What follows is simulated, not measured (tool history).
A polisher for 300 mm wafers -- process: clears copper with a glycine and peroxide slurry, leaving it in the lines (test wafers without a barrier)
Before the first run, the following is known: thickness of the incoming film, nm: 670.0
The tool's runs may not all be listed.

| run | hour | flow of slurry (ml/min) | pressure of the wafer on the pad (kPa) | speed of the pad under the wafer (m/s) | overpolish time after the end point (s) | time until the end point was called (s) | dishing of a wide line in a test structure (Å) |
|---|---|---|---|---|---|---|---|
| 1 | 0.0 | 155 | 15.9 | 1.20 | 21 | 113.54 | 744.62 |
| 2 | 8.0 | 150 | 14.5 | 1.20 | 22 | 118.14 | 731.75 |
| 3 | 13.1 | 150 | 14.5 | 1.20 | 19 | 121.07 | 660.21 |
| 4 | 16.2 | 170 | 14.5 | 1.20 | 19 | 119.43 | 675.93 |
| 5 | 20.2 | 170 | 16.5 | 1.20 | 19 | 108.49 | 722.61 |
| 6 | 27.0 | 165 | 14.5 | 1.18 | 20 | 120.61 | 700.82 |
| 7 | 32.0 | 155 | 13.1 | 1.18 | 21 | 128.99 | 683.46 |
| 8 | 34.5 | 150 | 11.7 | 1.18 | 21 | 133.97 | 648.53 |
| 9 | 41.8 | 150 | 11.7 | 1.18 | 21 | 136.64 | 649.98 |
| 10 | 44.7 | 145 | 11.0 | 1.18 | 22 | 138.15 | 648.78 |
| 11 | 49.1 | 145 | 10.3 | 1.18 | 23 | 141.45 | 665.88 |

What will run 12 give?
| 12 | 56.6 | 140 | 9.7 | 1.18 | 23 | ? | ? |

time until the end point was called (s): 147.07
dishing of a wide line in a test structure (Å): 649.75
